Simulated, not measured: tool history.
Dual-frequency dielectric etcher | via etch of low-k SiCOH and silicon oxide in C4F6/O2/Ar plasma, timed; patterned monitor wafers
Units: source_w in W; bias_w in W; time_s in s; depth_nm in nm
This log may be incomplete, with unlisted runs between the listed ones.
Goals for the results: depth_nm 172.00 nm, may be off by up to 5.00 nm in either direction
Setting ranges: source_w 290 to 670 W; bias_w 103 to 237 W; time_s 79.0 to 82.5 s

Run 1, hour 0.0: source_w 480 W, bias_w 170 W, time_s 79.0 s. Result: depth_nm 210.57 nm.
Run 2, hour 4.3: source_w 480 W, bias_w 170 W, time_s 82.5 s. Result: depth_nm 219.72 nm.
Run 3, hour 12.9: source_w 440 W, bias_w 155 W, time_s 81.5 s. Result: depth_nm 204.72 nm.
Run 4, hour 16.0: source_w 410 W, bias_w 145 W, time_s 80.5 s. Result: depth_nm 192.76 nm.
Run 5, hour 17.9: source_w 410 W, bias_w 165 W, time_s 80.5 s. Result: depth_nm 203.08 nm.
Run 6, hour 25.5: source_w 410 W, bias_w 165 W, time_s 82.5 s. Result: depth_nm 208.33 nm.
Run 7, hour 29.7: source_w 390 W, bias_w 151 W, time_s 81.5 s. Result: depth_nm 195.99 nm.
Run 8, hour 31.3: source_w 370 W, bias_w 142 W, time_s 81.0 s. Result: depth_nm 188.11 nm.
Run 9, hour 37.0: source_w 300 W, bias_w 124 W, time_s 79.5 s. Result: depth_nm 166.51 nm.

Which one of the following 4 next-run settings gets every result inside its allowed miss? There is exactly one.
Run A, hour 42.7: source_w 310 W, bias_w 115 W, time_s 79.5 s. Result: depth_nm ?.
Run B, hour 42.7: source_w 290 W, bias_w 118 W, time_s 79.5 s. Result: depth_nm ?.
Run C, hour 42.7: source_w 290 W, bias_w 121 W, time_s 79.0 s. Result: depth_nm ?.
Run D, hour 42.7: source_w 330 W, bias_w 120 W, time_s 81.5 s. Result: depth_nm ?.

move  depth_nm
   A    163.28
   B    162.48
   C    163.05
   D    172.64
A: its largest miss is bigger than the last run's
B: its largest miss is bigger than the last run's
C: its largest miss is bigger than the last run's
D: each result inside its tolerance
So the answer is move D, the one that meets all the targets.
